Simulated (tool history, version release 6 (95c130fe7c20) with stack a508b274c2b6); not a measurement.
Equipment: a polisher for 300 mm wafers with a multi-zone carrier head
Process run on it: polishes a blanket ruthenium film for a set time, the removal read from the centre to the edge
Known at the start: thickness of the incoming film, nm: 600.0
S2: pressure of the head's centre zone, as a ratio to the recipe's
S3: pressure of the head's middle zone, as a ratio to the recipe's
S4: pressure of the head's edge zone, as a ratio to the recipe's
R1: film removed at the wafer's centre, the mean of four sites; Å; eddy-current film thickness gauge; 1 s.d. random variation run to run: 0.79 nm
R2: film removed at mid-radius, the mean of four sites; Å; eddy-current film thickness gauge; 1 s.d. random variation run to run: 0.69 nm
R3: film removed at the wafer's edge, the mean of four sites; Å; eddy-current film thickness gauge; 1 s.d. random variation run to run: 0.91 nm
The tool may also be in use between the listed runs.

{"run": 1, "hour": 0.0, "flow of slurry (ml/min)": 305, "S2": 1, "S3": 1, "S4": 1, "polishing time (s)": 65, "R1": 1109.3, "R2": 1095, "R3": 1157.1}
{"run": 2, "hour": 5.8, "flow of slurry (ml/min)": 310, "S2": 1, "S3": 1.01, "S4": 0.97, "polishing time (s)": 61, "R1": 1071.7, "R2": 1063.8, "R3": 1055.1}
{"run": 3, "hour": 6.8, "flow of slurry (ml/min)": 310, "S2": 0.98, "S3": 1, "S4": 0.95, "polishing time (s)": 59, "R1": 1022.4, "R2": 1018.1, "R3": 991.96}
{"run": 4, "hour": 9.7, "flow of slurry (ml/min)": 310, "S2": 0.91, "S3": 1, "S4": 0.95, "polishing time (s)": 59, "R1": 953.05, "R2": 1026.9, "R3": 1013.9}
{"run": 5, "hour": 10.4, "flow of slurry (ml/min)": 310, "S2": 0.9, "S3": 0.99, "S4": 0.93, "polishing time (s)": 57, "R1": 919.38, "R2": 961.3, "R3": 972.7}
{"run": 6, "hour": 14.7, "flow of slurry (ml/min)": 350, "S2": 0.9, "S3": 0.99, "S4": 0.93, "polishing time (s)": 57, "R1": 919.54, "R2": 984.52, "R3": 974.99}

What does the tool deliver on the next run?
{"run": 7, "hour": 15.4, "flow of slurry (ml/min)": 350, "S2": 0.9, "S3": 0.99, "S4": 0.91, "polishing time (s)": 55, "R1": "?", "R2": "?", "R3": "?"}

R1: 896.59 Å
R2: 944.39 Å
R3: 923.54 Å
